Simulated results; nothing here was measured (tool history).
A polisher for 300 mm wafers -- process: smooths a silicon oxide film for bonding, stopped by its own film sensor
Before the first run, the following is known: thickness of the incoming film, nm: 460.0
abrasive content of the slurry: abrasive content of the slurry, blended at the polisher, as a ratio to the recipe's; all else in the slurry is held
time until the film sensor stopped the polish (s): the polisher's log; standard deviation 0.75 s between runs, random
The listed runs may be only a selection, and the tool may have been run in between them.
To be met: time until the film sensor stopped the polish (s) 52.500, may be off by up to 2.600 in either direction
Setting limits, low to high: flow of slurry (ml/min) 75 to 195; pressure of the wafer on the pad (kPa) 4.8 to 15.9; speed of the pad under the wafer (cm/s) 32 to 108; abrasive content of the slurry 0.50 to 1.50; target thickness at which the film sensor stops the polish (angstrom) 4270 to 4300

run,hour,flow of slurry (ml/min),pressure of the wafer on the pad (kPa),speed of the pad under the wafer (cm/s),abrasive content of the slurry,target thickness at which the film sensor stops the polish (angstrom),time until the film sensor stopped the polish (s)
1,0.0,125,10.3,70,1.00,4270,85.422
2,3.8,155,10.3,70,1.00,4270,82.471
3,10.9,155,11.0,70,1.00,4270,77.247
4,18.9,140,11.0,70,1.00,4270,78.177
5,23.5,140,11.0,56,1.00,4270,93.020
6,30.0,140,11.0,74,1.00,4270,76.191
7,31.2,140,11.7,74,1.00,4270,68.912
8,39.0,140,11.7,74,1.00,4270,70.470
9,43.3,140,12.4,74,1.00,4270,66.788
10,46.8,140,13.8,76,1.00,4270,58.740
11,55.3,140,13.8,76,1.00,4270,60.987

Of the 4 settings listed for the next run, only one would bring every result within its allowed miss of target. Which one?
A,63.8,120,13.1,84,1.10,4300,?
B,63.8,160,15.9,74,1.25,4270,?
C,63.8,130,14.5,82,1.20,4280,?
D,63.8,150,13.8,84,1.10,4300,?

move,time until the film sensor stopped the polish (s)
A,51.740
B,47.303
C,48.516
D,47.444
A: hits every target within its allowed miss
B: carries the result that was furthest off beyond its target, to the other side
C: carries the result that was furthest off beyond its target, to the other side
D: carries the result that was furthest off beyond its target, to the other side
Go with A: it meets all targets.
